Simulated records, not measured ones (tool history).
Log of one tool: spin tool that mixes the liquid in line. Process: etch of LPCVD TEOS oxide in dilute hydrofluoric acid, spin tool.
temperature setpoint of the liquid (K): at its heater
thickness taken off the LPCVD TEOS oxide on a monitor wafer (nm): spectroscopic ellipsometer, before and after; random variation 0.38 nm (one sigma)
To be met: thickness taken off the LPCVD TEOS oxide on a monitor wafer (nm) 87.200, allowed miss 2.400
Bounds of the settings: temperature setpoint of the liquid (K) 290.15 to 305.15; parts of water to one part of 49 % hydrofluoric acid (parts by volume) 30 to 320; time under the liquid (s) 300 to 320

run,hour,temperature setpoint of the liquid (K),parts of water to one part of 49 % hydrofluoric acid (parts by volume),time under the liquid (s),thickness taken off the LPCVD TEOS oxide on a monitor wafer (nm)
1,0.0,297.15,175,300,33.785
2,6.7,299.15,150,300,44.060
3,10.9,297.15,150,300,40.662
4,14.1,297.15,150,300,40.905
5,20.5,299.15,130,300,51.626
6,24.2,300.65,120,300,59.801
7,26.9,301.65,115,300,65.050
8,34.5,305.15,90,300,98.993
9,36.2,304.65,90,300,97.063
10,43.7,304.15,90,300,95.484

4 next moves are on the table. One of them brings every result within its allowed miss. Which?
A,51.2,305.15,90,320,?
B,51.2,301.65,90,305,?
C,51.2,305.15,100,315,?
D,51.2,305.15,85,320,?

move,thickness taken off the LPCVD TEOS oxide on a monitor wafer (nm)
A,105.910
B,88.452
C,92.436
D,112.990
A: further off than the last run
B: meets every target
C: nearer than the last run, and not there yet
D: further off than the last run
Answer: B

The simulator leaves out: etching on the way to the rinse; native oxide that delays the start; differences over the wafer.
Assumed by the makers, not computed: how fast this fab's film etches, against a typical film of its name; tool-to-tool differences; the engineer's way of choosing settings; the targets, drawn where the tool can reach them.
